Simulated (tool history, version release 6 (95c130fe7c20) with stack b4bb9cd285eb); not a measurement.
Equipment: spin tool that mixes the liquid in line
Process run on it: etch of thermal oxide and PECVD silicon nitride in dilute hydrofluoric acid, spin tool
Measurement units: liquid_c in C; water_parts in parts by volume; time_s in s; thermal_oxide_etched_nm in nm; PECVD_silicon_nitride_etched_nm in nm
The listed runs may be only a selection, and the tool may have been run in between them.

run  hour  liquid_c  water_parts  time_s  thermal_oxide_etched_nm  PECVD_silicon_nitride_etched_nm
  1   0.0      24.0          110     180                   8.4436                           5.8654
  2   8.4      24.0          140     180                   6.4454                           4.6381
  3  15.7      24.0          140     210                   7.5034                           5.3530
  4  20.2      24.0          140     240                   8.5940                           6.1520
  5  28.9      23.0          155     240                   7.2746                           5.2033
  6  36.5      22.0          165     240                   6.5505                           4.6018

Expected results for the next run?
  7  45.0      21.5          175     240                        ?                                ?

Logged for run 7: thermal_oxide_etched_nm 5.9938 nm, PECVD_silicon_nitride_etched_nm 4.2014 nm.
